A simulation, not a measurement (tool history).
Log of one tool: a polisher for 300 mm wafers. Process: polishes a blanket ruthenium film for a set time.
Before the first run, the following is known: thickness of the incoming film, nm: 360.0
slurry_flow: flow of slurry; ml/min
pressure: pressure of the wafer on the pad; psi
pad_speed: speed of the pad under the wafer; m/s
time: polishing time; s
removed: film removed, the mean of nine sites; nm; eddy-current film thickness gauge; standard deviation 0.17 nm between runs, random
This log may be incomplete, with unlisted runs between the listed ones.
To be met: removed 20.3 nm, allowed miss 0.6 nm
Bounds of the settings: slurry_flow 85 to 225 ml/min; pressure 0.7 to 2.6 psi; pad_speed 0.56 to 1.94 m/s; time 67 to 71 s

| run | hour | slurry_flow | pressure | pad_speed | time | removed |
|---|---|---|---|---|---|---|
| 1 | 0 | 145 | 1.6 | 1.24 | 67 | 61.597 |
| 2 | 8.9 | 145 | 1.2 | 1.24 | 67 | 49.153 |
| 3 | 9.5 | 145 | 1.2 | 1.06 | 67 | 42.309 |
| 4 | 18.5 | 140 | 1.1 | 1 | 67 | 37.698 |
| 5 | 24.9 | 175 | 1.1 | 1 | 67 | 39.609 |
| 6 | 26 | 170 | 1.1 | 0.96 | 67 | 38.118 |
| 7 | 32.3 | 165 | 1.1 | 0.92 | 67 | 35.083 |
| 8 | 35.2 | 160 | 1.1 | 0.9 | 67 | 34.654 |
| 9 | 37 | 155 | 1.1 | 0.88 | 67 | 33.87 |
| 10 | 43.1 | 150 | 1.1 | 0.86 | 67 | 33.486 |
| 11 | 45.5 | 145 | 1.1 | 0.84 | 67 | 31.789 |
| 12 | 53.5 | 140 | 1.1 | 0.82 | 67 | 31.796 |
| 13 | 56.9 | 135 | 0.7 | 0.56 | 67 | 15.826 |
| 14 | 65.6 | 140 | 0.7 | 0.56 | 67 | 16.085 |
| 15 | 73.9 | 145 | 0.7 | 0.56 | 67 | 16.186 |
| 16 | 75.5 | 150 | 0.7 | 0.56 | 67 | 16.248 |
| 17 | 83.9 | 155 | 0.7 | 0.56 | 67 | 16.305 |
| 18 | 87 | 155 | 0.7 | 0.56 | 67 | 16.068 |
| 19 | 92.8 | 155 | 0.8 | 0.56 | 67 | 18.081 |
| 20 | 97.8 | 155 | 0.8 | 0.56 | 67 | 17.635 |
| 21 | 102.3 | 155 | 0.8 | 0.56 | 67 | 17.607 |
| 22 | 107.1 | 160 | 0.9 | 0.56 | 67 | 19.233 |

Next run, 5 choices. One meets every target within its allowed miss, the rest don't. Which?
| A | 111.9 | 200 | 0.8 | 0.58 | 67 | ? |
| B | 111.9 | 160 | 0.8 | 0.58 | 68 | ? |
| C | 111.9 | 205 | 0.7 | 0.6 | 68 | ? |
| D | 111.9 | 145 | 0.8 | 0.56 | 67 | ? |
| E | 111.9 | 135 | 0.9 | 0.6 | 68 | ? |

| move | removed |
|---|---|
| A | 19.148 |
| B | 18.767 |
| C | 18.507 |
| D | 17.567 |
| E | 20.257 |
A: moves away from the targets compared with the last run
B: moves away from the targets compared with the last run
C: moves away from the targets compared with the last run
D: moves away from the targets compared with the last run
E: every result within its allowed miss
The move that meets every target is E.
